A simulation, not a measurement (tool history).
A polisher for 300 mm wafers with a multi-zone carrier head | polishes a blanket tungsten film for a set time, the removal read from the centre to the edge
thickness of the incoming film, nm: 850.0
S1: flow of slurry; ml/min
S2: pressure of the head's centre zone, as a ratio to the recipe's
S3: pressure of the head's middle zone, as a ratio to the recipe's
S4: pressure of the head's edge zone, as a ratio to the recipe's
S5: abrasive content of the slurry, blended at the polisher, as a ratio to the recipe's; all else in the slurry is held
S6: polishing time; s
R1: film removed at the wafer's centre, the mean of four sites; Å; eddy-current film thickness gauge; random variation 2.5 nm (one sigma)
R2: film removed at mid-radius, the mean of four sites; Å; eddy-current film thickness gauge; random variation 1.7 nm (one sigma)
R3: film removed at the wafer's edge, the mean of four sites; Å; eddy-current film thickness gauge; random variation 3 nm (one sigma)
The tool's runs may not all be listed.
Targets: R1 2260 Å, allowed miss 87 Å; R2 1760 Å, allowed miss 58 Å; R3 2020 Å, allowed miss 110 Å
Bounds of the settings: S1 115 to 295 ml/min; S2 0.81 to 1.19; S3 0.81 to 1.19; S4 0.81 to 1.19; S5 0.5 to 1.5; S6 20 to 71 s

run 1 day=0 | S1=190 S2=1 S3=1 S4=1 S5=1 S6=45 | R1=1692.7 R2=1714.8 R3=1696.4
run 2 day=0.133 | S1=190 S2=0.92 S3=1 S4=1 S5=1 S6=45 | R1=1567.7 R2=1701 R3=1720.9
run 3 day=0.362 | S1=200 S2=0.97 S3=0.97 S4=1.02 S5=1.05 S6=45 | R1=1713.7 R2=1692 R3=1770.8
run 4 day=0.4 | S1=200 S2=0.97 S3=0.97 S4=1.02 S5=0.9 S6=45 | R1=1639.1 R2=1668.2 R3=1678.1
run 5 day=0.579 | S1=210 S2=1 S3=0.96 S4=1.04 S5=1 S6=45 | R1=1717.2 R2=1684.7 R3=1797.5
run 6 day=0.758 | S1=210 S2=1 S3=1.02 S4=1.04 S5=1 S6=45 | R1=1751 R2=1756.5 R3=1789.5
run 7 day=1.058 | S1=220 S2=1.04 S3=1.01 S4=1.05 S5=1.05 S6=45 | R1=1805.4 R2=1812.4 R3=1851.4
run 8 day=1.308 | S1=220 S2=1.07 S3=0.97 S4=1.04 S5=1.1 S6=46 | R1=1909.6 R2=1783 R3=1920.5
run 9 day=1.621 | S1=225 S2=1.09 S3=0.95 S4=1.02 S5=1.15 S6=46 | R1=2013.5 R2=1787 R3=1876.9
run 10 day=1.808 | S1=230 S2=1.11 S3=0.94 S4=1.03 S5=1.15 S6=46 | R1=2016.5 R2=1747 R3=1858.1
run 11 day=1.892 | S1=230 S2=1.11 S3=0.94 S4=1.03 S5=1.15 S6=46 | R1=2066.3 R2=1791.6 R3=1850.9
run 12 day=1.975 | S1=245 S2=1.16 S3=0.87 S4=1.13 S5=1.25 S6=46 | R1=2190.8 R2=1700.5 R3=2050.9
run 13 day=2.175 | S1=250 S2=1.16 S3=0.87 S4=1.12 S5=1.25 S6=46 | R1=2238.2 R2=1706.7 R3=2031.3

Which of these 4 next moves meets every target?
run A day=2.375 | S1=255 S2=1.19 S3=0.86 S4=1.19 S5=1.5 S6=43 | R1=? R2=? R3=?
run B day=2.375 | S1=275 S2=1.19 S3=0.82 S4=1.18 S5=1.25 S6=45 | R1=? R2=? R3=?
run C day=2.375 | S1=285 S2=1.13 S3=0.9 S4=1.05 S5=1.35 S6=43 | R1=? R2=? R3=?
run D day=2.375 | S1=260 S2=1.17 S3=0.88 S4=1.06 S5=1.4 S6=46 | R1=? R2=? R3=?

move=A R1=2241 R2=1641.8 R3=2000.5
move=B R1=2270.8 R2=1598.9 R3=2013.9
move=C R1=2105.1 R2=1685.1 R3=1848
move=D R1=2326.1 R2=1766.4 R3=1988.5
A: further off than the last run
B: further off than the last run
C: further off than the last run
D: meets every target
Answer: D
